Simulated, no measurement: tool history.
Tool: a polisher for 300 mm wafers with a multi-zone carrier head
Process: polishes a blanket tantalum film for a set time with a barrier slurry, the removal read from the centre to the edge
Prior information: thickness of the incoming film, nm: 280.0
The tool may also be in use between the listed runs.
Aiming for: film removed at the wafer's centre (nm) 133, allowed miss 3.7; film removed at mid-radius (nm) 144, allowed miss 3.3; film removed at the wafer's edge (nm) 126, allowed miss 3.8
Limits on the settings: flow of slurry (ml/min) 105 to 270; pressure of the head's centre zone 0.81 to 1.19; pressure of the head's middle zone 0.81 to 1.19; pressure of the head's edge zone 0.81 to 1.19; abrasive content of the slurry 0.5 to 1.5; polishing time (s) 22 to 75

run,hour,flow of slurry (ml/min),pressure of the head's centre zone,pressure of the head's middle zone,pressure of the head's edge zone,abrasive content of the slurry,polishing time (s),film removed at the wafer's centre (nm),film removed at mid-radius (nm),film removed at the wafer's edge (nm)
1,0,175,1,1,1,1,48,100.96,102.49,102.97
2,4.8,175,1,1,1,1,55,119.14,117.87,117.14
3,6.3,185,1,1.02,1,1,55,118.62,120.49,118
4,8,160,1,1.02,1,1,55,116.49,117.86,114.86
5,9,175,1.01,1.04,1,1,55,119.68,120.7,117.98
6,17,175,1.01,1.04,1,1.2,55,126.89,126.34,123.24
7,22.2,185,1.01,1.06,0.99,1.2,55,127.89,132.95,122.62
8,27.6,190,1.01,1.06,0.99,1.2,55,128.89,131.44,125.72
9,31.2,195,1.01,1.07,0.98,1.2,55,128.35,133.84,123.93
10,35.7,200,1.01,1.08,0.98,1.2,55,129.85,134.46,125.39
11,36.7,205,1.01,1.09,0.97,1.2,55,128.64,137.08,124.47
12,45.5,210,1.01,1.09,0.97,1.2,55,129.96,137.56,125.06
13,46.4,215,1.01,1.09,0.97,1.2,55,130.46,138.28,124.7

Exactly one of the 5 candidate moves below puts every result within its allowed miss. Which one?
A,47.3,225,0.99,1.09,1.12,0.95,58,?,?,?
B,47.3,210,1.09,1.05,0.93,1.4,52,?,?,?
C,47.3,195,1.04,1.03,0.92,1.45,53,?,?,?
D,47.3,205,0.94,1.14,0.97,1.3,56,?,?,?
E,47.3,185,0.97,1.07,0.84,1.3,58,?,?,?

move,film removed at the wafer's centre (nm),film removed at mid-radius (nm),film removed at the wafer's edge (nm)
A,126.53,135.71,130.52
B,137.96,130.24,119.66
C,133.49,130.21,121.41
D,125.27,147.37,128.31
E,131.41,142.22,123.94
A: further off than the last run
B: further off than the last run
C: further off than the last run
D: pushes the last run's worst result past its target
E: all results in spec
The move that meets every target is E.
